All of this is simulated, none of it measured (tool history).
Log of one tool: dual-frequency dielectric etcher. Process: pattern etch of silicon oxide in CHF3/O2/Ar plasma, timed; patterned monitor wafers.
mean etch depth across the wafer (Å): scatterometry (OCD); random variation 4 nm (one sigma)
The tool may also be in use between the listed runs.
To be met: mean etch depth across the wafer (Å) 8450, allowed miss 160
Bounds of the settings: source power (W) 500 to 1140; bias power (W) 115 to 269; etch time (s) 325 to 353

run  hour  source power (W)  bias power (W)  etch time (s)  mean etch depth across the wafer (Å)
  1     0               820             192            353                                  7385
  2   7.9               710             192            353                                6909.1
  3  14.1               660             192            353                                6811.8
  4  16.3               770             197            353                                7271.8
  5  18.9               770             197            325                                6641.9
  6  19.8               860             211            328                                7157.9
  7  21.1               920             220            331                                7558.9
  8  22.6               970             224          331.5                                7755.7
     24.2  -- source power generator calibrated
  9  24.2              1010             228            332                                8086.9
 10  30.5              1030             229            332                                8147.9

Which of these 5 next moves meets every target?
  A  36.8              1040             237            337                                     ?
  B  36.8              1120             244          344.5                                     ?
  C  36.8              1060             212            329                                     ?
  D  36.8              1020             218          331.5                                     ?
  E  36.8              1140             222            344                                     ?

move  mean etch depth across the wafer (Å)
   A                                8501.4
   B                                9031.3
   C                                8112.2
   D                                8106.6
   E                                8848.8
A: meets every target
B: takes the result that was furthest off past its target
C: further off than the last run
D: further off than the last run
E: takes the result that was furthest off past its target
Answer: A
